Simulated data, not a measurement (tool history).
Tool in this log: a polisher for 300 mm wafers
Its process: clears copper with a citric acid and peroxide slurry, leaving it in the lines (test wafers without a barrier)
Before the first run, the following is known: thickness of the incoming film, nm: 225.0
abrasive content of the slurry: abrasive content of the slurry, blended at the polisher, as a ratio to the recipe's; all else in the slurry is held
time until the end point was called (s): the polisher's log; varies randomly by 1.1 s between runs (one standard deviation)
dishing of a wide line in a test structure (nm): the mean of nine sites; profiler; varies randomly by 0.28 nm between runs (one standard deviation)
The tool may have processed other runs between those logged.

run,hour,flow of slurry (ml/min),pressure of the wafer on the pad (kPa),speed of the pad under the wafer (cm/s),abrasive content of the slurry,overpolish time after the end point (s),time until the end point was called (s),dishing of a wide line in a test structure (nm)
1,0,135,24.1,120,1,21,74.184,38.427
2,5.8,120,24.1,120,1,21,74.492,37.37
3,9.4,120,24.1,120,0.8,21,78.448,36.509
4,18.1,90,24.1,120,0.8,21,83.143,35.514
5,22.7,120,20.7,120,1,17,85.399,29.25
6,28,150,20.7,120,1,17,81.232,30.154
7,32.1,160,17.9,118,1.15,14,89.015,24.622
8,37.6,160,17.9,118,1.15,14,90.415,23.62
9,43.1,170,15.9,120,1.25,12,91.766,20.321

Run 10 is up next; what results do you expect?
10,47.9,165,14.5,124,1.3,10,?,?

Run 10 measured time until the end point was called (s) 95.3, dishing of a wide line in a test structure (nm) 16.405.

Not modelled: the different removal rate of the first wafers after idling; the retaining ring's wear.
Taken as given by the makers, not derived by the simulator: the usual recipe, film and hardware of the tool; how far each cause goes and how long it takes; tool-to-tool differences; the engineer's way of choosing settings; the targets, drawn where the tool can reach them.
